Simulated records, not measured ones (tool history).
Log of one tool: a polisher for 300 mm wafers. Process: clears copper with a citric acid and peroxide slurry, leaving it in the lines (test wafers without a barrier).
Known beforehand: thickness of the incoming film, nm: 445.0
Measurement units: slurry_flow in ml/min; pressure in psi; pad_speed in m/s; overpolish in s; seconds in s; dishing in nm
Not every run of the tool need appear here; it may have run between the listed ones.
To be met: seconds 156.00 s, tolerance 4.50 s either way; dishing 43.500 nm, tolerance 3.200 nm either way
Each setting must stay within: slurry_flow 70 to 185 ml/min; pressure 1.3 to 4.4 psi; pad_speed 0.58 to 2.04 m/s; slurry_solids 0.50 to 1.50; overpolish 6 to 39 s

run,day,slurry_flow,pressure,pad_speed,slurry_solids,overpolish,seconds,dishing
1,0.000,120,2.8,1.30,1.00,20,186.56,36.049
2,0.300,120,2.2,1.30,1.00,20,234.32,29.240
3,0.492,120,2.2,1.30,0.90,20,237.52,27.599
4,0.717,110,2.2,1.30,0.90,20,248.02,27.694
5,0.788,125,2.4,1.30,0.90,21,223.04,30.840
6,1.042,135,2.7,1.30,0.90,21,190.53,35.614
7,1.254,145,2.8,1.30,0.90,21,183.80,38.584
8,1.600,150,2.9,1.30,0.90,21,177.02,39.593
9,1.696,155,3.0,1.30,0.90,21,168.15,41.460
10,1.962,160,3.0,1.30,0.90,21,165.55,41.139

Which single option among these 4 for the next run brings every result within its allowed miss of target? Just one does.
A,2.229,165,2.9,1.24,0.80,23,?,?
B,2.229,125,4.1,1.12,0.75,18,?,?
C,2.229,165,3.2,1.32,0.85,21,?,?
D,2.229,135,3.3,1.30,0.90,16,?,?

move,seconds,dishing
A,186.58,40.898
B,157.19,38.901
C,157.59,43.852
D,159.24,34.456
A: further off than the last run
B: meets the target for the result that was furthest off, but another lies outside its allowed miss
C: all results in spec
D: meets the target for the result that was furthest off, but another lies outside its allowed miss
Move C is the one to make.
